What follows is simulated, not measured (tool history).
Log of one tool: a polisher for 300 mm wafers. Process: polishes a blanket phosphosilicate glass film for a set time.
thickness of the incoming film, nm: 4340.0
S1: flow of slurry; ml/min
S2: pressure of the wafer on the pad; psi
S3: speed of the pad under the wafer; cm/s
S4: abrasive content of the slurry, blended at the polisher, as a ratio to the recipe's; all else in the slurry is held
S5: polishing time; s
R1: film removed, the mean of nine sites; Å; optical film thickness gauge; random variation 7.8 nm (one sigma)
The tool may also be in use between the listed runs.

Run 1, hour 0: S1 240 ml/min, S2 3.2 psi, S3 130 cm/s, S4 1, S5 104 s. Result: R1 13651 Å.
Run 2, hour 6.2: S1 240 ml/min, S2 3 psi, S3 130 cm/s, S4 1, S5 104 s. Result: R1 12778 Å.
Run 3, hour 9.8: S1 240 ml/min, S2 3 psi, S3 130 cm/s, S4 1, S5 104 s. Result: R1 12562 Å.
Run 4, hour 14.9: S1 240 ml/min, S2 2.9 psi, S3 130 cm/s, S4 1, S5 104 s. Result: R1 12335 Å.
Run 5, hour 16.5: S1 205 ml/min, S2 2.9 psi, S3 130 cm/s, S4 1, S5 104 s. Result: R1 11904 Å.
Run 6, hour 19.5: S1 165 ml/min, S2 2.9 psi, S3 130 cm/s, S4 1, S5 104 s. Result: R1 11900 Å.
Run 7, hour 20.9: S1 165 ml/min, S2 2 psi, S3 128 cm/s, S4 1, S5 104 s. Result: R1 8143.5 Å.
Run 8, hour 29.1: S1 170 ml/min, S2 2 psi, S3 128 cm/s, S4 1, S5 104 s. Result: R1 8111.1 Å.
Run 9, hour 32.9: S1 175 ml/min, S2 2 psi, S3 128 cm/s, S4 1, S5 104 s. Result: R1 8024.6 Å.

Run 10 comes next. What will it give?
Run 10, hour 39.2: S1 175 ml/min, S2 2.5 psi, S3 128 cm/s, S4 1, S5 104 s. Result: R1 ?.

{"run 10": {"R1": 10078}}
